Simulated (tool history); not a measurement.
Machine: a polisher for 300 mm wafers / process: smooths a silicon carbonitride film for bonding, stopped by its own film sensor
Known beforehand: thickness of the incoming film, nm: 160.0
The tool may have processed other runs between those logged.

| run | day | flow of slurry (ml/min) | pressure of the wafer on the pad (kPa) | speed of the pad under the wafer (m/s) | abrasive content of the slurry | target thickness at which the film sensor stops the polish (angstrom) | time until the film sensor stopped the polish (s) |
|---|---|---|---|---|---|---|---|
| 1 | 0 | 180 | 13.1 | 1.12 | 1 | 1460 | 49.749 |
| 2 | 0.075 | 180 | 13.8 | 1.12 | 1 | 1460 | 47.315 |
| 3 | 0.312 | 180 | 13.8 | 1.4 | 1 | 1460 | 39.073 |
| 4 | 0.529 | 135 | 13.8 | 1.4 | 1 | 1460 | 40.162 |
| 5 | 0.675 | 135 | 14.5 | 1.4 | 1 | 1460 | 38.63 |
| 6 | 0.729 | 135 | 14.5 | 1.12 | 1 | 1460 | 46.425 |
| 7 | 1.033 | 135 | 15.2 | 1.12 | 1 | 1460 | 44.694 |

Run 8 has not been measured yet. What should we expect?
| 8 | 1.088 | 135 | 15.9 | 1.12 | 1 | 1460 | ? |

time until the film sensor stopped the polish (s): 42.762
